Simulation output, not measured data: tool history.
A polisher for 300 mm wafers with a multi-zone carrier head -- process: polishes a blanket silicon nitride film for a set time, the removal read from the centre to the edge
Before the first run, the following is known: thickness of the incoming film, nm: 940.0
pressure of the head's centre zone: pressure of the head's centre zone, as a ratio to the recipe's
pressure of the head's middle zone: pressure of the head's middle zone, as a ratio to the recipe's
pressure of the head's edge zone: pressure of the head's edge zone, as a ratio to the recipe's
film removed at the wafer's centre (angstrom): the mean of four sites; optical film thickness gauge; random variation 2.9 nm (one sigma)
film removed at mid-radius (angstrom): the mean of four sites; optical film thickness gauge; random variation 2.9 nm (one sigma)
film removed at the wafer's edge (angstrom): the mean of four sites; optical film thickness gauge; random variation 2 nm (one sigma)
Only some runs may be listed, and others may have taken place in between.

run  hour  flow of slurry (ml/min)  pressure of the head's centre zone  pressure of the head's middle zone  pressure of the head's edge zone  polishing time (s)  film removed at the wafer's centre (angstrom)  film removed at mid-radius (angstrom)  film removed at the wafer's edge (angstrom)
  1     0                      315                                   1                                   1                                 1                  56                                         1152.7                                 1197.3                                       1172.2
  2   7.5                      345                                   1                                   1                                 1                  56                                         1192.9                                 1192.9                                       1187.9
  3  11.5                      345                                1.02                                1.02                              1.01                  60                                         1286.6                                 1317.9                                       1267.1
  4  19.7                      350                                1.03                                1.03                              1.02                  64                                         1383.3                                 1408.8                                       1361.4
  5  25.8                      355                                1.04                                1.04                              1.02                  67                                         1465.4                                 1510.9                                       1416.6
  6  32.3                      355                                1.04                                1.04                              1.02                  80                                         1711.6                                 1747.1                                       1716.5
  7  33.4                      360                                1.05                                1.05                              1.02                  80                                         1823.3                                 1746.9                                       1739.9

What does the tool deliver on the next run?
  8  41.4                      365                                1.05                                1.07                              1.02                  80                                              ?                                      ?                                            ?

{"run 8": {"film removed at the wafer's centre (angstrom)": 1776.2, "film removed at mid-radius (angstrom)": 1825, "film removed at the wafer's edge (angstrom)": 1747.7}}

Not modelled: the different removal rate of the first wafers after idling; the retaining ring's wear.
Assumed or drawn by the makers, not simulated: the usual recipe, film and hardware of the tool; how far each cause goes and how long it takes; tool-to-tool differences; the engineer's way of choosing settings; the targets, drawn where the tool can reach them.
